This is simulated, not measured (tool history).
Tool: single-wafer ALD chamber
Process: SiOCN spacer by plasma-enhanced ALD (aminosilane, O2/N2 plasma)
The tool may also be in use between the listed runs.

run  hour  heater temperature setpoint (°C)  number of ALD cycles (cycles)  mean film thickness on the monitor wafer (angstrom)
  1     0                               410                             92                                               54.294
  2   8.5                               411                             90                                               53.436
  3    17                               415                             90                                               52.677
  4  21.7                               415                             96                                               56.153
     23.3  -- thermocouple changed; heater temperature recalibrated
  5  23.3                               416                             93                                               53.781
  6  29.3                               425                             93                                               52.289
  7  31.9                               426                             91                                               50.765
  8  37.9                               427                             89                                               49.598
  9  43.6                               428                             88                                               48.918
 10  51.7                               428                             88                                               48.908

Run 11, settings as shown, results not yet in. Your forecast:
 11  52.8                               428                             87                                                    ?

Run 11 measured mean film thickness on the monitor wafer (angstrom) 48.266.

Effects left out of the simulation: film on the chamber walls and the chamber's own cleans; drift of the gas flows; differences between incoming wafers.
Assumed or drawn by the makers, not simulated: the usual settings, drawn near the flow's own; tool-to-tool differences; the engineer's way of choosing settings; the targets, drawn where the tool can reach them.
